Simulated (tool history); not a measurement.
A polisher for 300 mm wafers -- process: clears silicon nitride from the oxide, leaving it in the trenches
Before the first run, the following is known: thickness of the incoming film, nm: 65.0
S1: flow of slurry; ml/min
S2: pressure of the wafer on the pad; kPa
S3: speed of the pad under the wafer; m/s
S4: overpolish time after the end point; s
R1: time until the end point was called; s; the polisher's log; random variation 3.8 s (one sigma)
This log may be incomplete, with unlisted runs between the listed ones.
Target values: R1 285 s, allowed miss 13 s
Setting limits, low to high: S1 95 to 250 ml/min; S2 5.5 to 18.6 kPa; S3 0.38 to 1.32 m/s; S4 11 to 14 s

run,hour,S1,S2,S3,S4,R1
1,0,160,11.7,0.84,14,127.39
2,4.2,160,11.7,0.84,11,131.02
3,12.3,160,10.3,0.78,11,156.76
4,16.8,160,9,0.74,11,185.81
5,17.9,160,6.2,0.74,11,240.65
6,21.7,185,6.2,0.74,11,239.55
7,28.7,185,6.2,0.72,11,246.26
8,33.1,175,5.5,0.64,11,308.38

Of the 5 settings listed for the next run, only one would bring every result within its allowed miss of target. Which one?
A,37.5,185,6.2,0.58,14,?
B,37.5,210,6.9,0.48,11,?
C,37.5,215,5.5,0.68,14,?
D,37.5,180,6.2,0.56,11,?
E,37.5,220,6.9,0.62,11,?

move,R1
A,308.37
B,334.38
C,283.95
D,320.14
E,260.42
A: just as far off the targets as the last run
B: further off than the last run
C: meets every target
D: further off than the last run
E: the result that was furthest off in the last run now lies on the other side of its target
Answer: C
